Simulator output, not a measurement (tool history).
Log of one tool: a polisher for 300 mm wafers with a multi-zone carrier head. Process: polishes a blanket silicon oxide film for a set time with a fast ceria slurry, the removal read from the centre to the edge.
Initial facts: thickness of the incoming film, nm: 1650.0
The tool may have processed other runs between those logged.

run	hour	flow of slurry (ml/min)	pressure of the head's centre zone	pressure of the head's middle zone	pressure of the head's edge zone	polishing time (s)	film removed at the wafer's centre (Å)	film removed at mid-radius (Å)	film removed at the wafer's edge (Å)
1	0	220	1	1	1	39	6161.7	5500.4	5610.2
2	4.9	220	1.06	1	1	39	6529.1	5759.5	5535.2
3	9.7	220	1.11	1	1	39	6730.3	5697.2	5556.7
4	13	225	1.11	1.02	1.02	40	7008.5	5775.2	5739.1
5	15.2	225	1.09	1.03	1.01	41	6999.1	6152.7	5921.5
6	17.8	230	1.09	1.05	1.03	42	7205.3	6370.1	6219

Run 7 is up next; what results do you expect?
# hour 22.5: centre zone pressure recalibrated
7	22.5	235	1.09	1.07	1.04	42	?	?	?

{"run 7": {"film removed at the wafer's centre (Å)": 6492, "film removed at mid-radius (Å)": 6466.7, "film removed at the wafer's edge (Å)": 6196.2}}
